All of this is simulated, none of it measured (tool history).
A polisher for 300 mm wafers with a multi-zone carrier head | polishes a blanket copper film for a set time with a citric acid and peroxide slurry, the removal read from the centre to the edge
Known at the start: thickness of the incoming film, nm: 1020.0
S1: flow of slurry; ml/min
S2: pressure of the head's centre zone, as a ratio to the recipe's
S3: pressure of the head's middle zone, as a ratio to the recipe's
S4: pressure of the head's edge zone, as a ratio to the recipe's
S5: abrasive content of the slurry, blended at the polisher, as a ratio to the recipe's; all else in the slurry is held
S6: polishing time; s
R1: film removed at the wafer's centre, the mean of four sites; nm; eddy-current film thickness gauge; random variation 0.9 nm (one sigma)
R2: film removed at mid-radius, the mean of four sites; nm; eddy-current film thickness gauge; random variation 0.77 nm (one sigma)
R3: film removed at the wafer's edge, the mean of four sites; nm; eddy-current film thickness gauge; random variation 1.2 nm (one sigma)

{"run": 1, "hour": 0.0, "S1": 140, "S2": 1.0, "S3": 1.0, "S4": 1.0, "S5": 1.0, "S6": 61, "R1": 160.99, "R2": 160.0, "R3": 162.96}
{"run": 2, "hour": 3.1, "S1": 140, "S2": 1.0, "S3": 0.95, "S4": 1.0, "S5": 1.0, "S6": 61, "R1": 161.46, "R2": 154.18, "R3": 163.19}
{"run": 3, "hour": 9.9, "S1": 140, "S2": 1.0, "S3": 0.95, "S4": 1.0, "S5": 0.85, "S6": 61, "R1": 152.6, "R2": 148.44, "R3": 157.67}
{"run": 4, "hour": 18.5, "S1": 140, "S2": 0.92, "S3": 0.95, "S4": 1.0, "S5": 0.85, "S6": 61, "R1": 143.61, "R2": 148.16, "R3": 156.01}
{"run": 5, "hour": 25.2, "S1": 130, "S2": 0.94, "S3": 0.93, "S4": 0.98, "S5": 0.85, "S6": 61, "R1": 142.89, "R2": 143.5, "R3": 152.92}
{"run": 6, "hour": 31.1, "S1": 100, "S2": 0.94, "S3": 0.93, "S4": 0.98, "S5": 0.85, "S6": 61, "R1": 132.79, "R2": 135.4, "R3": 146.04}
{"run": 7, "hour": 36.0, "S1": 100, "S2": 0.96, "S3": 0.91, "S4": 0.97, "S5": 0.85, "S6": 61, "R1": 136.41, "R2": 133.41, "R3": 147.05}

Run 8 comes next. What will it give?
{"run": 8, "hour": 41.4, "S1": 100, "S2": 1.05, "S3": 0.83, "S4": 0.89, "S5": 0.8, "S6": 61, "R1": "?", "R2": "?", "R3": "?"}

R1: 144.91 nm
R2: 122.55 nm
R3: 138.24 nm
